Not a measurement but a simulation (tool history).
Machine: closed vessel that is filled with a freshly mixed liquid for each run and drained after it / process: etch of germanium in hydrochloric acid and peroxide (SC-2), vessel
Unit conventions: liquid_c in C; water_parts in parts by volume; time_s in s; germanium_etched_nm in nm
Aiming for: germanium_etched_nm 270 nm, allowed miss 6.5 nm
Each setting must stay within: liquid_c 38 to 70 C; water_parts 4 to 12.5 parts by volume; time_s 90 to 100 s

run	hour	liquid_c	water_parts	time_s	germanium_etched_nm
1	0	54	7	90	319.36
2	2.5	54	9	90	317.31
3	7.6	53	9	90	306.25
4	10	53	9	100	341.81
5	13.2	51.5	9	100	322.19
6	21.5	58.5	9	100	397.07
7	30	55.5	9	100	365.56
8	38.5	53.5	9	100	345.11
9	46.3	52	9	100	327.19
10	52.7	51	9	100	318.22
11	58.9	50	9	100	311.6
12	67.3	49	9	100	298.08
13	69.2	48.5	9	100	292.4
14	70.2	48	9	100	290.57
15	73.4	47.5	9	100	283.72
16	76.6	47	9	100	283.58
17	78.4	47	9	100	280.69
18	79.2	46.5	9	100	275.2

Below are 5 possible settings for the next run. Only one of them brings all results inside the allowed miss of their targets. Which is it?
A	80	47	8.5	100	?
B	80	46	9.5	95	?
C	80	47	8.5	95	?
D	80	49.5	9	95	?
E	80	47.5	9.5	90	?

move	germanium_etched_nm
A	284.34
B	259.29
C	270.12
D	291.36
E	257.82
A: misses by more than the last run did
B: takes the result that was furthest off past its target
C: each result inside its tolerance
D: misses by more than the last run did
E: takes the result that was furthest off past its target
C meets every target.
